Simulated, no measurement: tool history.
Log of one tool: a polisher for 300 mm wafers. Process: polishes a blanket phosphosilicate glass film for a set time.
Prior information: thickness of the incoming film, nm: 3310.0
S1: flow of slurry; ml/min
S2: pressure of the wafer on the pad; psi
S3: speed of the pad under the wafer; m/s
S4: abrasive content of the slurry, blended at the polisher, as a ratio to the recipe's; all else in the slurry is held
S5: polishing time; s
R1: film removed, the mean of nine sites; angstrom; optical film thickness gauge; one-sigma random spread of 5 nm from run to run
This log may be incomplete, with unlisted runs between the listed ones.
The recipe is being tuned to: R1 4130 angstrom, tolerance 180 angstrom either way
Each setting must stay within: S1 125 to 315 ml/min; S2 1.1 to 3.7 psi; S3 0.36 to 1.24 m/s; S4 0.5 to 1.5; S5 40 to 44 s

run	hour	S1	S2	S3	S4	S5	R1
1	0	205	2.4	0.8	1	44	2703.5
2	6.6	155	2.4	0.8	1	44	2594.5
3	8.7	155	2.4	0.8	1	40	2323.5
4	10.1	165	2.6	0.8	1	40	2568
5	15.9	165	2.6	0.8	0.9	40	2491.5
6	19.4	170	2.8	0.8	0.9	40	2602.9
7	26.4	175	2.9	0.82	0.9	40	2796.3
8	32.9	180	3	0.84	0.9	40	2872
9	39.5	180	3.1	0.86	0.9	40	3034.3
10	44.6	185	3.2	0.88	0.9	40	3168.7

Exactly one of the 4 candidate moves below puts every result within its allowed miss. Which one?
A	49.7	165	2.7	0.8	0.9	41	?
B	49.7	220	3.4	0.84	0.6	42	?
C	49.7	165	3.6	0.98	0.85	44	?
D	49.7	190	3.3	1.06	1.1	44	?

move	R1
A	2597.7
B	2953.1
C	4117
D	4607.6
A: moves away from the targets compared with the last run
B: moves away from the targets compared with the last run
C: all results land within tolerance of their targets
D: the result that was furthest off in the last run now lies on the other side of its target
C meets every target.
